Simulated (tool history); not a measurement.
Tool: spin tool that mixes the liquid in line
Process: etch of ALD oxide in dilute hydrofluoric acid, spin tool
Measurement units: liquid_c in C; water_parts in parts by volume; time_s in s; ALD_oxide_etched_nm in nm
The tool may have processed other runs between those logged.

{"run": 1, "hour": 0.0, "liquid_c": 21, "water_parts": 55, "time_s": 15, "ALD_oxide_etched_nm": 4.938}
{"run": 2, "hour": 0.6, "liquid_c": 21, "water_parts": 55, "time_s": 15, "ALD_oxide_etched_nm": 4.8776}
{"run": 3, "hour": 1.7, "liquid_c": 21, "water_parts": 55, "time_s": 15, "ALD_oxide_etched_nm": 4.9381}
{"run": 4, "hour": 6.3, "liquid_c": 22, "water_parts": 50, "time_s": 15, "ALD_oxide_etched_nm": 5.6502}
{"run": 5, "hour": 12.9, "liquid_c": 22, "water_parts": 70, "time_s": 15, "ALD_oxide_etched_nm": 3.9537}
{"run": 6, "hour": 21.9, "liquid_c": 22, "water_parts": 80, "time_s": 15, "ALD_oxide_etched_nm": 3.456}
{"run": 7, "hour": 29.4, "liquid_c": 23, "water_parts": 75, "time_s": 15, "ALD_oxide_etched_nm": 3.8374}
{"run": 8, "hour": 33.5, "liquid_c": 23, "water_parts": 75, "time_s": 15, "ALD_oxide_etched_nm": 3.8376}
{"run": 9, "hour": 34.8, "liquid_c": 24, "water_parts": 70, "time_s": 15, "ALD_oxide_etched_nm": 4.2874}
{"run": 10, "hour": 42.0, "liquid_c": 24.5, "water_parts": 65, "time_s": 15, "ALD_oxide_etched_nm": 4.7218}
{"run": 11, "hour": 44.5, "liquid_c": 25, "water_parts": 60, "time_s": 15, "ALD_oxide_etched_nm": 5.3018}
{"run": 12, "hour": 49.8, "liquid_c": 25.5, "water_parts": 55, "time_s": 15, "ALD_oxide_etched_nm": 5.927}

Estimate the outcome of run 13 from the log above:
{"run": 13, "hour": 55.0, "liquid_c": 26, "water_parts": 50, "time_s": 15, "ALD_oxide_etched_nm": "?"}

ALD_oxide_etched_nm: 6.7576 nm
